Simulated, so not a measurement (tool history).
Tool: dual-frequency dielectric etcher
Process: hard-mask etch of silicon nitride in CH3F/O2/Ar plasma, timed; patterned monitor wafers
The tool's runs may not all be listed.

run,hour,source power (kW),bias power (kW),etch time (s),mean etch depth across the wafer (Å)
1,0.0,0.480,0.059,178.5,1211.6
2,2.2,0.480,0.059,178.5,1207.3
3,3.3,0.480,0.066,178.5,1248.4
4,11.2,0.450,0.061,178.5,1178.9
5,13.1,0.420,0.058,178.5,1135.4
6,21.0,0.490,0.058,178.5,1211.9
7,28.7,0.460,0.054,178.5,1155.1

Run 8 is up next; what results do you expect?
8,31.7,0.430,0.051,178.5,?

mean etch depth across the wafer (Å): 1094.2

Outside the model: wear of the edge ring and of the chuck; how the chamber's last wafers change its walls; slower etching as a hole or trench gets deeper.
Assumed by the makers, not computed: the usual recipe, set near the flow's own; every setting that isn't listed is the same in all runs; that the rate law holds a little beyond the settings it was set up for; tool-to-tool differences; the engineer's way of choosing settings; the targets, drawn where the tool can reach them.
